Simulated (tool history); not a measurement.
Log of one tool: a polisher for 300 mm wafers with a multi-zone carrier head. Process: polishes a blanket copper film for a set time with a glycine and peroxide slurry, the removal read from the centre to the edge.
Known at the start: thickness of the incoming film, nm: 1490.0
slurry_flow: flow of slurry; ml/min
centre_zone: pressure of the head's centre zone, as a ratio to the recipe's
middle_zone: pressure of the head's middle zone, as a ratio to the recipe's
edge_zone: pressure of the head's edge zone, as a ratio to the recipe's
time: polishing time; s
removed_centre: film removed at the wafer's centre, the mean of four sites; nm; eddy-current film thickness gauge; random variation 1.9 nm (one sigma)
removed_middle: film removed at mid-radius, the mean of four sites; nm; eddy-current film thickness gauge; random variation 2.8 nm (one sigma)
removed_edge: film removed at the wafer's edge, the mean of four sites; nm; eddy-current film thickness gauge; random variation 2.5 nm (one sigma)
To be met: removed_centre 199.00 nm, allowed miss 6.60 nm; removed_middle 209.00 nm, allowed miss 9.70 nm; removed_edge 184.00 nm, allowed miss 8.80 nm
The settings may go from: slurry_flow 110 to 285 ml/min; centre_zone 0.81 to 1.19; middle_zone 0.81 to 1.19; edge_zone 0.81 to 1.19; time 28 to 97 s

| run | hour | slurry_flow | centre_zone | middle_zone | edge_zone | time | removed_centre | removed_middle | removed_edge |
|---|---|---|---|---|---|---|---|---|---|
| 1 | 0.0 | 180 | 1.00 | 1.00 | 1.00 | 62 | 263.10 | 261.96 | 266.94 |
| 2 | 6.0 | 180 | 1.00 | 1.02 | 0.96 | 57 | 242.55 | 251.32 | 242.33 |
| 3 | 14.2 | 180 | 1.06 | 1.02 | 0.96 | 57 | 256.77 | 247.92 | 242.87 |
| 4 | 19.2 | 180 | 1.06 | 1.10 | 0.96 | 57 | 251.63 | 263.22 | 242.28 |
| 5 | 20.8 | 175 | 1.05 | 1.09 | 0.93 | 53 | 231.52 | 238.02 | 217.62 |
| 6 | 24.6 | 165 | 1.03 | 1.09 | 0.90 | 52 | 224.07 | 236.37 | 214.36 |
| 7 | 30.2 | 165 | 1.03 | 1.09 | 0.89 | 50 | 221.45 | 222.38 | 197.92 |
| 8 | 35.0 | 160 | 1.01 | 1.09 | 0.89 | 50 | 215.56 | 225.91 | 204.40 |
| 9 | 35.6 | 160 | 1.00 | 1.09 | 0.88 | 49 | 210.76 | 216.72 | 196.61 |
| 10 | 36.1 | 155 | 0.99 | 1.10 | 0.87 | 49 | 203.34 | 217.74 | 196.98 |

Which of these 4 next moves meets every target?
| A | 36.6 | 140 | 0.92 | 1.04 | 0.97 | 54 | ? | ? | ? |
| B | 36.6 | 175 | 1.02 | 1.18 | 0.85 | 47 | ? | ? | ? |
| C | 36.6 | 130 | 1.02 | 1.09 | 0.83 | 48 | ? | ? | ? |
| D | 36.6 | 115 | 0.96 | 0.95 | 0.95 | 53 | ? | ? | ? |

| move | removed_centre | removed_middle | removed_edge |
|---|---|---|---|
| A | 207.16 | 225.03 | 231.51 |
| B | 204.71 | 224.86 | 193.51 |
| C | 199.34 | 205.83 | 189.97 |
| D | 203.94 | 198.66 | 220.51 |
A: further off than the last run
B: further off than the last run
C: meets every target
D: further off than the last run
Answer: C
